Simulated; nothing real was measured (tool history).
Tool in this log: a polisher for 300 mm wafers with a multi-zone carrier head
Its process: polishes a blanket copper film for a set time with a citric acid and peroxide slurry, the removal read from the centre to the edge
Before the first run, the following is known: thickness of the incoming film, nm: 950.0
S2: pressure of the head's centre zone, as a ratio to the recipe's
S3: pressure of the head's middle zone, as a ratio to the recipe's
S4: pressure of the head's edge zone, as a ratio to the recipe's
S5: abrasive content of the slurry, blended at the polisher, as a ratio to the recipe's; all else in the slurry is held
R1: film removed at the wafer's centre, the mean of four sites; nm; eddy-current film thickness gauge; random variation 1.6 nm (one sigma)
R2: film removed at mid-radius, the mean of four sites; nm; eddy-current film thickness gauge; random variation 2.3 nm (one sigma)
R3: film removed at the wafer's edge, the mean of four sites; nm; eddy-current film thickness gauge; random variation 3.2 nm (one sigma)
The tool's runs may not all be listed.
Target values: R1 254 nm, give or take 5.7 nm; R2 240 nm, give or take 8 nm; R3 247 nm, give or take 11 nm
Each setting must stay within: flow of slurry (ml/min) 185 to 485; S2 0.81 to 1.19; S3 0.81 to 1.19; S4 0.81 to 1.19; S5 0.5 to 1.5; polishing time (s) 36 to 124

Run 1, hour 0: flow of slurry (ml/min) 310, S2 1, S3 1, S4 1, S5 1, polishing time (s) 79. Result: R1 217.16 nm, R2 216.89 nm, R3 206.97 nm.
Run 2, hour 6.3: flow of slurry (ml/min) 335, S2 1, S3 1, S4 1, S5 1, polishing time (s) 79. Result: R1 218.8 nm, R2 215.63 nm, R3 211.34 nm.
Run 3, hour 12.6: flow of slurry (ml/min) 335, S2 1, S3 1, S4 1, S5 1, polishing time (s) 86. Result: R1 239.1 nm, R2 234.55 nm, R3 230.85 nm.
Run 4, hour 17.7: flow of slurry (ml/min) 335, S2 1, S3 1, S4 1.05, S5 1, polishing time (s) 86. Result: R1 237.79 nm, R2 237.92 nm, R3 239.32 nm.
Run 5, hour 20.1: flow of slurry (ml/min) 335, S2 1, S3 0.95, S4 1.05, S5 1, polishing time (s) 86. Result: R1 237.88 nm, R2 231.03 nm, R3 234.31 nm.
Run 6, hour 26.9: flow of slurry (ml/min) 345, S2 1.01, S3 0.96, S4 1.06, S5 1, polishing time (s) 86. Result: R1 241.95 nm, R2 233.37 nm, R3 233.99 nm.
Run 7, hour 31.8: flow of slurry (ml/min) 355, S2 1.01, S3 0.96, S4 1.08, S5 1, polishing time (s) 86. Result: R1 242.49 nm, R2 231.92 nm, R3 241.11 nm.
At hour 33.9: edge zone pressure recalibrated.
Run 8, hour 33.9: flow of slurry (ml/min) 360, S2 1.02, S3 0.97, S4 1.08, S5 1, polishing time (s) 86. Result: R1 246.35 nm, R2 235.18 nm, R3 257.26 nm.
Run 9, hour 39.5: flow of slurry (ml/min) 355, S2 1.02, S3 0.97, S4 1.07, S5 1, polishing time (s) 86. Result: R1 244.26 nm, R2 228.78 nm, R3 244.62 nm.
Run 10, hour 40.8: flow of slurry (ml/min) 350, S2 1.02, S3 0.98, S4 1.06, S5 1.05, polishing time (s) 86. Result: R1 244.43 nm, R2 236.58 nm, R3 255.04 nm.
Run 11, hour 47.4: flow of slurry (ml/min) 345, S2 1.02, S3 0.98, S4 1.05, S5 1.05, polishing time (s) 87. Result: R1 247.36 nm, R2 238.25 nm, R3 252.72 nm.
Run 12, hour 55.4: flow of slurry (ml/min) 340, S2 1.02, S3 0.98, S4 1.04, S5 1.05, polishing time (s) 87. Result: R1 247.85 nm, R2 235.7 nm, R3 254.57 nm.

Exercise: of the 5 proposed moves below, exactly one satisfies all targets within the stated allowed misses. Which move is it?
Run A, hour 63.4: flow of slurry (ml/min) 310, S2 0.96, S3 1.05, S4 1, S5 0.8, polishing time (s) 93. Result: R1 ?, R2 ?, R3 ?.
Run B, hour 63.4: flow of slurry (ml/min) 430, S2 0.96, S3 1.02, S4 1.1, S5 0.9, polishing time (s) 94. Result: R1 ?, R2 ?, R3 ?.
Run C, hour 63.4: flow of slurry (ml/min) 355, S2 1.05, S3 0.95, S4 1.07, S5 1.1, polishing time (s) 83. Result: R1 ?, R2 ?, R3 ?.
Run D, hour 63.4: flow of slurry (ml/min) 325, S2 1.01, S3 0.95, S4 0.96, S5 0.5, polishing time (s) 101. Result: R1 ?, R2 ?, R3 ?.
Run E, hour 63.4: flow of slurry (ml/min) 355, S2 0.99, S3 0.87, S4 1.01, S5 0.8, polishing time (s) 91. Result: R1 ?, R2 ?, R3 ?.

move      R1      R2      R3
   A  239.19  249.78  252.34
   B  253.91  259.57  278.45
   C  245.79  223.54  248.45
   D  253.34  238.15  251.46
   E  243.02  219.95  250.91
A: the biggest miss grows against the last run
B: meets the target for the result that was furthest off, but another lies outside its allowed miss
C: the biggest miss grows against the last run
D: in spec on every target
E: the biggest miss grows against the last run
The right move is D.
